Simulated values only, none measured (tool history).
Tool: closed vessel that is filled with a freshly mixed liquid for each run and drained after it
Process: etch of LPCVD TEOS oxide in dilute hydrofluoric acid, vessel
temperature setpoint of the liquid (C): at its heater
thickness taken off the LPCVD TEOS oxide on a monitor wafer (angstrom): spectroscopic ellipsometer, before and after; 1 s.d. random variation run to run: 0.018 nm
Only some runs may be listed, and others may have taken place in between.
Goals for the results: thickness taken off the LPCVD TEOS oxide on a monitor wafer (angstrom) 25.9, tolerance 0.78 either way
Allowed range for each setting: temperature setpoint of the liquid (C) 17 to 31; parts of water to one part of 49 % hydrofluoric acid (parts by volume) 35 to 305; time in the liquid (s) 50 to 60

| run | day | temperature setpoint of the liquid (C) | parts of water to one part of 49 % hydrofluoric acid (parts by volume) | time in the liquid (s) | thickness taken off the LPCVD TEOS oxide on a monitor wafer (angstrom) |
|---|---|---|---|---|---|
| 1 | 0 | 23 | 170 | 60 | 53.862 |
| 2 | 0.15 | 21.5 | 190 | 60 | 44.731 |
| 3 | 0.296 | 20.5 | 205 | 60 | 39.054 |
| 4 | 0.317 | 19.5 | 215 | 60 | 35.904 |
| 5 | 0.562 | 19 | 225 | 60 | 33.412 |
| 6 | 0.7 | 19 | 175 | 60 | 45.15 |
| 7 | 0.962 | 18.5 | 195 | 60 | 38.466 |
| 8 | 1.329 | 18 | 210 | 60 | 34.693 |
| 9 | 1.604 | 18 | 220 | 60 | 33.276 |
| 10 | 1.729 | 18 | 230 | 60 | 31.034 |

Of the 4 settings listed for the next run, only one would bring every result within its allowed miss of target. Which one?
| A | 1.854 | 21 | 190 | 50 | ? |
| B | 1.854 | 20 | 200 | 60 | ? |
| C | 1.854 | 17.5 | 225 | 50 | ? |
| D | 1.854 | 19 | 285 | 55 | ? |

| move | thickness taken off the LPCVD TEOS oxide on a monitor wafer (angstrom) |
|---|---|
| A | 35.994 |
| B | 39.09 |
| C | 25.663 |
| D | 22.369 |
A: further off than the last run
B: further off than the last run
C: every result lands within tolerance
D: takes the biggest miss from the last run beyond its target
The right move is C.
